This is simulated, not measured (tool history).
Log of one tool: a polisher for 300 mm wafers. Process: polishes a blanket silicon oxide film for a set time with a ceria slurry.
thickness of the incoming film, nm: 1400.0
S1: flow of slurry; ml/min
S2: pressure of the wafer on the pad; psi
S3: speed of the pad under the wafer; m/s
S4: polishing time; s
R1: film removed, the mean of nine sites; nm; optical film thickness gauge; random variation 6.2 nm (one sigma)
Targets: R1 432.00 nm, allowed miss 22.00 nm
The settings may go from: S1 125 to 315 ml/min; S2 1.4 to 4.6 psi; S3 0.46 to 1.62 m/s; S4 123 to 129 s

Run 1, hour 0.0: S1 205 ml/min, S2 3.0 psi, S3 1.04 m/s, S4 123 s. Result: R1 555.59 nm.
Run 2, hour 1.9: S1 205 ml/min, S2 3.0 psi, S3 1.20 m/s, S4 123 s. Result: R1 635.43 nm.
Run 3, hour 8.8: S1 205 ml/min, S2 2.8 psi, S3 1.20 m/s, S4 123 s. Result: R1 575.59 nm.
Run 4, hour 15.5: S1 205 ml/min, S2 2.8 psi, S3 1.20 m/s, S4 129 s. Result: R1 604.83 nm.
Run 5, hour 21.4: S1 205 ml/min, S2 2.6 psi, S3 1.20 m/s, S4 129 s. Result: R1 568.43 nm.
Run 6, hour 25.1: S1 205 ml/min, S2 2.4 psi, S3 1.20 m/s, S4 129 s. Result: R1 519.88 nm.
Run 7, hour 29.0: S1 205 ml/min, S2 2.3 psi, S3 1.20 m/s, S4 129 s. Result: R1 496.24 nm.
Run 8, hour 35.9: S1 205 ml/min, S2 2.2 psi, S3 1.20 m/s, S4 129 s. Result: R1 480.29 nm.
Run 9, hour 44.0: S1 205 ml/min, S2 2.1 psi, S3 1.20 m/s, S4 129 s. Result: R1 463.02 nm.

4 next moves are on the table. One of them brings every result within its allowed miss. Which?
Run A, hour 52.1: S1 215 ml/min, S2 2.5 psi, S3 1.04 m/s, S4 129 s. Result: R1 ?.
Run B, hour 52.1: S1 275 ml/min, S2 2.3 psi, S3 1.16 m/s, S4 129 s. Result: R1 ?.
Run C, hour 52.1: S1 210 ml/min, S2 1.9 psi, S3 1.56 m/s, S4 124 s. Result: R1 ?.
Run D, hour 52.1: S1 260 ml/min, S2 1.9 psi, S3 1.22 m/s, S4 129 s. Result: R1 ?.

move      R1
   A  478.72
   B  494.52
   C  498.06
   D  427.66
A: further off than the last run
B: further off than the last run
C: further off than the last run
D: meets every target
The right move is D.
